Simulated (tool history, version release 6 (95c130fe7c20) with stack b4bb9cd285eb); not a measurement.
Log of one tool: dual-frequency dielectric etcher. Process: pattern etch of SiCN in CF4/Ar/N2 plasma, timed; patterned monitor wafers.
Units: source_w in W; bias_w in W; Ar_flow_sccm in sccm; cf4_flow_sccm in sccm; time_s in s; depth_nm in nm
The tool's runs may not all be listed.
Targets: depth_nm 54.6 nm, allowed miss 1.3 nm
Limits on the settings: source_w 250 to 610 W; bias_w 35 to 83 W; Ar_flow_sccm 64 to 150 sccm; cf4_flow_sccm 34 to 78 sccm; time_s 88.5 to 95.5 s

run	hour	source_w	bias_w	Ar_flow_sccm	cf4_flow_sccm	time_s	depth_nm
1	0	430	59	107	56	95.5	73.86
2	7.6	430	59	97	56	95.5	74.213
3	12.9	430	59	97	56	95.5	74.788
4	21.8	460	59	97	56	95.5	77.209
5	28	510	59	97	56	95.5	83.392
6	35.1	510	59	97	61	95.5	84.446
7	42.1	460	56	98	60	95.5	77.185
8	44.1	370	49	103	59	95	63.299
9	50.7	350	49	103	59	95	60.081
10	56.8	340	49	103	59	95	59.774
11	59.6	330	49	103	59	95	58.83
12	65.4	320	49	103	59	95	57.724
13	69.6	310	49	103	59	95	56.49

4 next moves are on the table. One of them brings every result within its allowed miss. Which?
A	73.8	270	57	76	74	95.5	?
B	73.8	310	47	108	59	93.5	?
C	73.8	350	48	91	57	94.5	?
D	73.8	290	61	89	70	90	?

move	depth_nm
A	59.51
B	54.872
C	61.1
D	58.407
A: further off than the last run
B: hits every target within its allowed miss
C: further off than the last run
D: further off than the last run
Move B is the one to make.
